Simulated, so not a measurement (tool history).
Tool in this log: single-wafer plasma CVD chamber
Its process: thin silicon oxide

run,hour,heater temperature setpoint (deg C),chamber pressure (mTorr),RF power (kW),deposition time (s),mean film thickness on the monitor wafer (nm)
1,0,425,893,0.265,9.31,16.487
2,3.4,425,893,0.25,9.31,15.97
3,9.6,425,911,0.25,9.31,16.206
4,14.3,425,928,0.25,9.31,16.411
5,19.4,425,928,0.265,9.31,16.804
6,24.8,425,776,0.265,9.31,15.223
7,25.6,425,809,0.265,9.31,15.56

What does the tool deliver on the next run?
8,26.8,425,988,0.27,9.31,?

Run 8 came out at mean film thickness on the monitor wafer (nm) 17.656.
